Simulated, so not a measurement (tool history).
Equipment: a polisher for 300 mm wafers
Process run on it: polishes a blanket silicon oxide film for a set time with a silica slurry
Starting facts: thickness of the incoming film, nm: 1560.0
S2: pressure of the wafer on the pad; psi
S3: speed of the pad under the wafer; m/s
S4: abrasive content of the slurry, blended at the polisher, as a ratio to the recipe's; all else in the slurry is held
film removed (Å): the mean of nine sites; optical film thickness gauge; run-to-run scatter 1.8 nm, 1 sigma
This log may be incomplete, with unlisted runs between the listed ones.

Run 1, day 0: flow of slurry (ml/min) 145, S2 3.2 psi, S3 1.22 m/s, S4 1, polishing time (s) 53. Result: film removed (Å) 1159.8.
Run 2, day 0.025: flow of slurry (ml/min) 145, S2 3.3 psi, S3 1.22 m/s, S4 1, polishing time (s) 53. Result: film removed (Å) 1207.3.
Run 3, day 0.312: flow of slurry (ml/min) 145, S2 3.3 psi, S3 1.22 m/s, S4 0.95, polishing time (s) 53. Result: film removed (Å) 1156.9.
Run 4, day 0.375: flow of slurry (ml/min) 180, S2 3.3 psi, S3 1.22 m/s, S4 0.95, polishing time (s) 53. Result: film removed (Å) 1261.3.
Run 5, day 0.6: flow of slurry (ml/min) 150, S2 3.3 psi, S3 1.22 m/s, S4 0.95, polishing time (s) 53. Result: film removed (Å) 1189.6.
Run 6, day 0.675: flow of slurry (ml/min) 155, S2 3.4 psi, S3 1.22 m/s, S4 0.95, polishing time (s) 53. Result: film removed (Å) 1253.2.
Run 7, day 0.879: flow of slurry (ml/min) 160, S2 3.4 psi, S3 1.22 m/s, S4 0.95, polishing time (s) 53. Result: film removed (Å) 1254.8.

What will run 8 give?
Run 8, day 0.95: flow of slurry (ml/min) 165, S2 3.4 psi, S3 1.22 m/s, S4 0.95, polishing time (s) 53. Result: film removed (Å) ?.

{"run 8": {"film removed (Å)": 1253.4}}
